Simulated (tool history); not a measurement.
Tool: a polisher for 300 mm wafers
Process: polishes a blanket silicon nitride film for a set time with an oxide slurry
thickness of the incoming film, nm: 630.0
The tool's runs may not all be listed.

run  hour  flow of slurry (ml/min)  pressure of the wafer on the pad (psi)  speed of the pad under the wafer (cm/s)  abrasive content of the slurry  polishing time (s)  film removed (nm)
  1   0.0                      160                                     2.9                                       94                             1.0                 125             51.407
  2   5.4                      160                                     2.6                                       94                             1.0                 125             44.987
  3   8.7                      145                                     2.6                                       94                             1.0                 125             45.872
  4   9.7                      145                                     3.2                                       94                             1.0                 125             56.297
  5  10.9                      145                                     2.9                                       92                             1.0                 125             48.258
  6  17.6                      145                                     2.9                                       92                             0.8                 125             44.577

The next listed run, before its measurement:
  7  25.4                      145                                     2.8                                       92                             0.8                 125                  ?

film removed (nm): 42.747

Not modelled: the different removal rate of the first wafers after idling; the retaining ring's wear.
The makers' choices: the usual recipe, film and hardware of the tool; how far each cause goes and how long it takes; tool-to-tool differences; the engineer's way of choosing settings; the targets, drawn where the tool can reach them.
